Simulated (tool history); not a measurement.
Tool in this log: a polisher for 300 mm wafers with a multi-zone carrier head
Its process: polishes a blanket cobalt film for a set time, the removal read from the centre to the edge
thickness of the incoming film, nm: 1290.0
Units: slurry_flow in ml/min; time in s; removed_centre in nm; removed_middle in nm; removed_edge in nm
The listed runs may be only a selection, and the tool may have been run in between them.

run,hour,slurry_flow,centre_zone,middle_zone,edge_zone,time,removed_centre,removed_middle,removed_edge
1,0,150,1,1,1,35,132.84,132.22,131.51
2,8.5,150,0.94,1,1,35,123.14,129.7,130.98
3,13.6,150,0.94,0.92,1,35,121.81,124.75,130.91
4,19.3,145,0.97,0.9,0.98,31,110.67,106.04,116.76
5,20.3,170,0.97,0.9,0.98,31,112.06,108.94,117.16
6,26.1,170,0.89,0.9,0.98,31,107.55,106.89,116.68
7,32.2,170,0.89,0.9,0.98,31,107.25,106.71,119.32
8,34.1,170,0.93,0.9,0.94,28,98.739,98.567,104.44

Run 9 is up next; what results do you expect?
9,41.1,175,0.98,0.88,0.93,26,?,?,?

{"run 9": {"removed_centre": 98.923, "removed_middle": 89.195, "removed_edge": 94.276}}
